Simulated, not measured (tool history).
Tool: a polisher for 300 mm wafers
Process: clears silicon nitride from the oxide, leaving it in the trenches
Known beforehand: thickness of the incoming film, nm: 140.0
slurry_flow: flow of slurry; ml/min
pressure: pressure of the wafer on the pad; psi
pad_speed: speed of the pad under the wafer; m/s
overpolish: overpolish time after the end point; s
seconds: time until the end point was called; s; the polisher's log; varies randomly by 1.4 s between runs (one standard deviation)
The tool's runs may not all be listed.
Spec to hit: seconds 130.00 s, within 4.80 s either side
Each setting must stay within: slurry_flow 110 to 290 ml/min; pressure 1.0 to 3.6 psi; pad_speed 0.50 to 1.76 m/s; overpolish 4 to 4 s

run 1 hour=0.0 | slurry_flow=185 pressure=2.3 pad_speed=1.12 overpolish=4 | seconds=159.31
run 2 hour=1.4 | slurry_flow=185 pressure=2.4 pad_speed=1.12 overpolish=4 | seconds=155.47
run 3 hour=10.1 | slurry_flow=185 pressure=2.4 pad_speed=0.86 overpolish=4 | seconds=199.49
run 4 hour=17.4 | slurry_flow=185 pressure=2.5 pad_speed=0.86 overpolish=4 | seconds=186.60
run 5 hour=22.7 | slurry_flow=185 pressure=2.5 pad_speed=0.64 overpolish=4 | seconds=253.83
run 6 hour=31.3 | slurry_flow=185 pressure=2.5 pad_speed=0.64 overpolish=4 | seconds=257.25
run 7 hour=36.1 | slurry_flow=185 pressure=2.7 pad_speed=0.66 overpolish=4 | seconds=232.74
run 8 hour=37.6 | slurry_flow=185 pressure=2.8 pad_speed=0.70 overpolish=4 | seconds=215.00
run 9 hour=39.2 | slurry_flow=185 pressure=2.9 pad_speed=0.72 overpolish=4 | seconds=200.20
run 10 hour=41.3 | slurry_flow=185 pressure=3.0 pad_speed=0.74 overpolish=4 | seconds=187.20
run 11 hour=43.2 | slurry_flow=185 pressure=3.1 pad_speed=0.76 overpolish=4 | seconds=177.20

Next run, 4 choices. One meets every target within its allowed miss, the rest don't. Which?
run A hour=45.1 | slurry_flow=175 pressure=3.3 pad_speed=0.90 overpolish=4 | seconds=?
run B hour=45.1 | slurry_flow=205 pressure=3.1 pad_speed=0.96 overpolish=4 | seconds=?
run C hour=45.1 | slurry_flow=255 pressure=3.4 pad_speed=0.94 overpolish=4 | seconds=?
run D hour=45.1 | slurry_flow=185 pressure=2.7 pad_speed=1.10 overpolish=4 | seconds=?

move=A seconds=147.73
move=B seconds=144.49
move=C seconds=133.03
move=D seconds=144.59
A: closes in on the targets versus the last run, not all within tolerance yet
B: closes in on the targets versus the last run, not all within tolerance yet
C: every result lands within tolerance
D: closes in on the targets versus the last run, not all within tolerance yet
Move C is the one to make.

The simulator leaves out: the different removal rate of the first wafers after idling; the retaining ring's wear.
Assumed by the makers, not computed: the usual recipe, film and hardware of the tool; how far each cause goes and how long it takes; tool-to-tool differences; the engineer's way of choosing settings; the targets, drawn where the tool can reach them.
